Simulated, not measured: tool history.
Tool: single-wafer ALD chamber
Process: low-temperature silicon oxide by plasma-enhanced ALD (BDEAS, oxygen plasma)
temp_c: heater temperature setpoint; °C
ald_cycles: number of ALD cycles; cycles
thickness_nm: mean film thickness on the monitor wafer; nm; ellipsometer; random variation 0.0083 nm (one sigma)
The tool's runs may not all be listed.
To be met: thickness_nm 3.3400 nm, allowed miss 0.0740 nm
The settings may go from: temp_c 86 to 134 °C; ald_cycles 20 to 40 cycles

| run | hour | temp_c | ald_cycles | thickness_nm |
|---|---|---|---|---|
| 1 | 0.0 | 110 | 30 | 4.3226 |
| 2 | 3.0 | 110 | 27 | 3.9122 |
| 3 | 9.5 | 110 | 29 | 4.1954 |
| 4 | 11.9 | 106 | 29 | 4.2245 |
| 5 | 15.1 | 111 | 29 | 4.1789 |
| 6 | 15.8 | 112 | 28 | 4.0272 |
| 7 | 20.1 | 113 | 27 | 3.8709 |
| 8 | 25.7 | 115 | 26 | 3.7104 |
| 9 | 28.3 | 115 | 26 | 3.7165 |
| 10 | 30.5 | 116 | 26 | 3.6986 |
| 11 | 35.5 | 118 | 26 | 3.6910 |
| 12 | 42.7 | 119 | 26 | 3.6798 |
| 13 | 44.7 | 120 | 26 | 3.6834 |
| 14 | 47.8 | 121 | 26 | 3.6765 |

Which of these 4 next moves meets every target?
| A | 50.9 | 124 | 24 | ? |
| B | 50.9 | 134 | 23 | ? |
| C | 50.9 | 115 | 25 | ? |
| D | 50.9 | 121 | 25 | ? |

| move | thickness_nm |
|---|---|
| A | 3.3708 |
| B | 3.1611 |
| C | 3.5791 |
| D | 3.5339 |
A: meets every target
B: takes the result that was furthest off past its target
C: nearer than the last run, and not there yet
D: nearer than the last run, and not there yet
Answer: A

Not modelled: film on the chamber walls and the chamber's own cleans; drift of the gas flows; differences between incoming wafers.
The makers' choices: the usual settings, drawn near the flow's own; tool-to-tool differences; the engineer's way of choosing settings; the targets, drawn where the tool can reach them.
